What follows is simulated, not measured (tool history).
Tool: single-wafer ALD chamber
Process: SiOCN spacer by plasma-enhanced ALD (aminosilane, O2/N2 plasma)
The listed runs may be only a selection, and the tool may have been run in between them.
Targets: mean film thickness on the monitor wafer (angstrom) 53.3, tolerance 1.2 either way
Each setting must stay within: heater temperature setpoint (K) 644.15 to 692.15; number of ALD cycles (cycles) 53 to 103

| run | hour | heater temperature setpoint (K) | number of ALD cycles (cycles) | mean film thickness on the monitor wafer (angstrom) |
|---|---|---|---|---|
| 1 | 0 | 668.15 | 78 | 46.101 |
| 2 | 4.3 | 668.15 | 80 | 47.502 |
| 3 | 6.6 | 662.15 | 80 | 47.453 |
| 4 | 11.5 | 672.15 | 80 | 47.43 |
| 5 | 15.4 | 672.15 | 81 | 47.867 |
| 6 | 21.7 | 672.15 | 82 | 48.34 |
| 7 | 29.5 | 672.15 | 83 | 49.293 |
| 8 | 32.9 | 672.15 | 84 | 49.756 |
| 9 | 39.4 | 672.15 | 85 | 50.51 |

5 next moves are on the table. One of them brings every result within its allowed miss. Which?
| A | 45.9 | 671.15 | 94 | ? |
| B | 45.9 | 665.15 | 95 | ? |
| C | 45.9 | 659.15 | 90 | ? |
| D | 45.9 | 655.15 | 95 | ? |
| E | 45.9 | 672.15 | 84 | ? |

| move | mean film thickness on the monitor wafer (angstrom) |
|---|---|
| A | 55.773 |
| B | 56.367 |
| C | 53.4 |
| D | 56.367 |
| E | 49.84 |
A: carries the result that was furthest off beyond its target, to the other side
B: carries the result that was furthest off beyond its target, to the other side
C: each result inside its tolerance
D: carries the result that was furthest off beyond its target, to the other side
E: lands further from the targets than the last run did
C meets every target.

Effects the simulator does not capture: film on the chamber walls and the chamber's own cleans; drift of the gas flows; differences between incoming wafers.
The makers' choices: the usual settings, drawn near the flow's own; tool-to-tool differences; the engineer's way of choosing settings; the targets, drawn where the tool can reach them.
